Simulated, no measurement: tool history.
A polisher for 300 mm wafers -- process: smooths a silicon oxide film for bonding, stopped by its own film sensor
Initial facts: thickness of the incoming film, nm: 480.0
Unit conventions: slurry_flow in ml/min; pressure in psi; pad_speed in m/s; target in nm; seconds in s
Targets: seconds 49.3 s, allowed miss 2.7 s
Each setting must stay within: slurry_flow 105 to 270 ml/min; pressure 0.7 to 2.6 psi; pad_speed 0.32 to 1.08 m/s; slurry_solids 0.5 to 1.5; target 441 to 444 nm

Run 1, hour 0: slurry_flow 175 ml/min, pressure 1.6 psi, pad_speed 0.7 m/s, slurry_solids 1, target 441 nm. Result: seconds 132.78 s.
Run 2, hour 0.9: slurry_flow 175 ml/min, pressure 1.6 psi, pad_speed 0.82 m/s, slurry_solids 1, target 441 nm. Result: seconds 121.89 s.
Run 3, hour 4.5: slurry_flow 195 ml/min, pressure 1.6 psi, pad_speed 0.82 m/s, slurry_solids 1, target 441 nm. Result: seconds 116.28 s.
Run 4, hour 6.1: slurry_flow 195 ml/min, pressure 1.6 psi, pad_speed 0.82 m/s, slurry_solids 1, target 441 nm. Result: seconds 117.54 s.
At hour 8.8: slurry blender recalibrated.
Run 5, hour 8.8: slurry_flow 195 ml/min, pressure 1.6 psi, pad_speed 0.92 m/s, slurry_solids 1, target 441 nm. Result: seconds 87.471 s.
Run 6, hour 10.7: slurry_flow 195 ml/min, pressure 1.7 psi, pad_speed 0.92 m/s, slurry_solids 1, target 441 nm. Result: seconds 80.385 s.
Run 7, hour 17.5: slurry_flow 195 ml/min, pressure 1.8 psi, pad_speed 0.92 m/s, slurry_solids 1, target 441 nm. Result: seconds 79.331 s.
Run 8, hour 24.4: slurry_flow 195 ml/min, pressure 1.9 psi, pad_speed 0.92 m/s, slurry_solids 1, target 441 nm. Result: seconds 73.46 s.
Run 9, hour 26.4: slurry_flow 195 ml/min, pressure 2 psi, pad_speed 0.92 m/s, slurry_solids 1, target 441 nm. Result: seconds 70.218 s.
Run 10, hour 30.5: slurry_flow 195 ml/min, pressure 2.5 psi, pad_speed 0.96 m/s, slurry_solids 1, target 441 nm. Result: seconds 55.7 s.
Run 11, hour 31.1: slurry_flow 195 ml/min, pressure 2.5 psi, pad_speed 0.96 m/s, slurry_solids 1, target 441 nm. Result: seconds 55.449 s.
Run 12, hour 38.1: slurry_flow 200 ml/min, pressure 2.5 psi, pad_speed 0.96 m/s, slurry_solids 1, target 441 nm. Result: seconds 54.584 s.
Run 13, hour 43.6: slurry_flow 210 ml/min, pressure 2.6 psi, pad_speed 0.96 m/s, slurry_solids 1, target 441 nm. Result: seconds 53.288 s.

Which one of the following 4 next-run settings gets every result inside its allowed miss? There is exactly one.
Run A, hour 49.1: slurry_flow 225 ml/min, pressure 2.6 psi, pad_speed 0.72 m/s, slurry_solids 1.1, target 442 nm. Result: seconds ?.
Run B, hour 49.1: slurry_flow 200 ml/min, pressure 2.5 psi, pad_speed 1 m/s, slurry_solids 0.95, target 444 nm. Result: seconds ?.
Run C, hour 49.1: slurry_flow 250 ml/min, pressure 2.6 psi, pad_speed 0.98 m/s, slurry_solids 1.3, target 442 nm. Result: seconds ?.
Run D, hour 49.1: slurry_flow 170 ml/min, pressure 2.6 psi, pad_speed 0.82 m/s, slurry_solids 1.15, target 442 nm. Result: seconds ?.

move  seconds
   A   60.863
   B   50.945
   C   43.235
   D   55.198
A: moves away from the targets compared with the last run
B: all results land within tolerance of their targets
C: takes the biggest miss from the last run beyond its target
D: moves away from the targets compared with the last run
B is the move that brings every result within its allowed miss.
